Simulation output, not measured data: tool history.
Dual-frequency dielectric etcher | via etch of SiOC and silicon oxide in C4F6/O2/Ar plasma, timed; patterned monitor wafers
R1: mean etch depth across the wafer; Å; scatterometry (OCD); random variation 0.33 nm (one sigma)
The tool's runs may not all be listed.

run 1 hour=0 | source_power_(kW)=0.28 bias_power_(kW)=0.237 etch_time_(s)=60 | R1=617.84
run 2 hour=1.6 | source_power_(kW)=0.28 bias_power_(kW)=0.217 etch_time_(s)=60 | R1=590
run 3 hour=8.3 | source_power_(kW)=0.25 bias_power_(kW)=0.211 etch_time_(s)=60 | R1=562.32
run 4 hour=10.8 | source_power_(kW)=0.25 bias_power_(kW)=0.211 etch_time_(s)=62.5 | R1=582.09
run 5 hour=16.4 | source_power_(kW)=0.23 bias_power_(kW)=0.206 etch_time_(s)=62.5 | R1=562.73
run 6 hour=23.7 | source_power_(kW)=0.23 bias_power_(kW)=0.189 etch_time_(s)=62.5 | R1=545.87
run 7 hour=26.5 | source_power_(kW)=0.22 bias_power_(kW)=0.187 etch_time_(s)=62.5 | R1=533.27

The next listed run, before its measurement:
run 8 hour=30.9 | source_power_(kW)=0.21 bias_power_(kW)=0.186 etch_time_(s)=62.5 | R1=?

R1: 525.98 Å
